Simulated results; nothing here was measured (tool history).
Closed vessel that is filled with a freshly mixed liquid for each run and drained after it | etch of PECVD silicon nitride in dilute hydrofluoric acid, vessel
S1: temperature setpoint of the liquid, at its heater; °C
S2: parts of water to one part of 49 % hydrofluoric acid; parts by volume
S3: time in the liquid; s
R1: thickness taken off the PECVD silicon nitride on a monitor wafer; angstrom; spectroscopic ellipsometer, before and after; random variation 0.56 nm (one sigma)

run,day,S1,S2,S3,R1
1,0,22,45,2080,765.81
2,0.2,22,60,2080,573.23
3,0.446,22,60,2245,617.36
4,0.604,25.5,60,2245,789.6
5,0.808,26.5,60,2245,840.62
6,1.029,26.5,65,2245,773.84
7,1.133,27,65,2245,793.98
8,1.392,27.5,65,2245,830.87
9,1.538,28,65,2245,864.75
10,1.596,28.5,65,2245,887.5
11,1.95,29,65,2245,906.61

The next listed run, before its measurement:
12,2.062,29.5,60,2245,?

R1: 1022.8 angstrom
